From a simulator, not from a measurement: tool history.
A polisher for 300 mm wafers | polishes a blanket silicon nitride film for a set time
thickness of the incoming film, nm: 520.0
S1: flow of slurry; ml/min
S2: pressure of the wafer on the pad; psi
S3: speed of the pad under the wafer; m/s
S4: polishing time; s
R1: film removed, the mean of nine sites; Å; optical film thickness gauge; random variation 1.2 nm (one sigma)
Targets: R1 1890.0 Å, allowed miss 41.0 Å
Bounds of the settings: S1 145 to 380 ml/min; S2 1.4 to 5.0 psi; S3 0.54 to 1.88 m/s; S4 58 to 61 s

run,hour,S1,S2,S3,S4,R1
1,0.0,245,3.2,1.20,58,1233.4
2,7.6,245,3.2,1.50,58,1484.3
3,15.3,245,3.2,1.26,58,1276.8
4,21.5,245,3.2,1.26,61,1334.2
5,23.3,250,3.3,1.26,61,1392.5
6,28.5,255,3.4,1.26,61,1438.6
7,34.0,260,3.5,1.26,61,1464.8
8,34.5,260,3.6,1.26,61,1520.4
9,39.3,260,3.7,1.26,61,1562.8
10,41.8,260,3.8,1.26,61,1605.3
11,48.4,260,3.9,1.26,61,1645.4
12,55.4,260,4.0,1.26,61,1665.7
13,61.2,265,4.0,1.26,61,1683.7
14,68.6,265,4.1,1.26,61,1716.6

Which of these 5 next moves meets every target?
A,76.0,245,3.4,1.62,60,?
B,76.0,265,4.5,0.90,61,?
C,76.0,290,3.7,1.40,59,?
D,76.0,265,4.6,1.22,61,?
E,76.0,245,4.3,1.22,58,?

move,R1
A,1692.8
B,1425.7
C,1636.8
D,1858.0
E,1639.7
A: further off than the last run
B: further off than the last run
C: further off than the last run
D: meets every target
E: further off than the last run
The right move is D.
